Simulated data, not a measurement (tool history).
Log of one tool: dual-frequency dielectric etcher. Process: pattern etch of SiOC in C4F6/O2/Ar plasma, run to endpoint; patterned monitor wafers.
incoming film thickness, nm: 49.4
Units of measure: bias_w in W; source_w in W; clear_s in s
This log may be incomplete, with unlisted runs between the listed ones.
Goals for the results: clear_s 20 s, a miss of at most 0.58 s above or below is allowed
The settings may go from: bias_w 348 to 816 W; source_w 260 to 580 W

run 1 hour=0 | bias_w=582 source_w=420 | clear_s=17.174
run 2 hour=8.6 | bias_w=513 source_w=420 | clear_s=17.915
run 3 hour=13.4 | bias_w=473 source_w=410 | clear_s=18.747
run 4 hour=21.3 | bias_w=553 source_w=410 | clear_s=17.549
run 5 hour=27.7 | bias_w=553 source_w=460 | clear_s=16.718
run 6 hour=29.1 | bias_w=488 source_w=460 | clear_s=17.496
run 7 hour=31.1 | bias_w=450 source_w=440 | clear_s=18.537
run 8 hour=35.5 | bias_w=425 source_w=430 | clear_s=19.052
run 9 hour=37.4 | bias_w=409 source_w=430 | clear_s=19.38

Consider the 5 candidate settings below. Which is the only one whose results all fall within their allowed miss of target?
run A hour=39.3 | bias_w=481 source_w=410 | clear_s=?
run B hour=39.3 | bias_w=440 source_w=460 | clear_s=?
run C hour=39.3 | bias_w=439 source_w=430 | clear_s=?
run D hour=39.3 | bias_w=470 source_w=430 | clear_s=?
run E hour=39.3 | bias_w=402 source_w=400 | clear_s=?

move=A clear_s=18.55
move=B clear_s=18.455
move=C clear_s=18.906
move=D clear_s=18.415
move=E clear_s=20.05
A: lands further from the targets than the last run did
B: lands further from the targets than the last run did
C: lands further from the targets than the last run did
D: lands further from the targets than the last run did
E: meets every target
So the answer is move E, the one that meets all the targets.
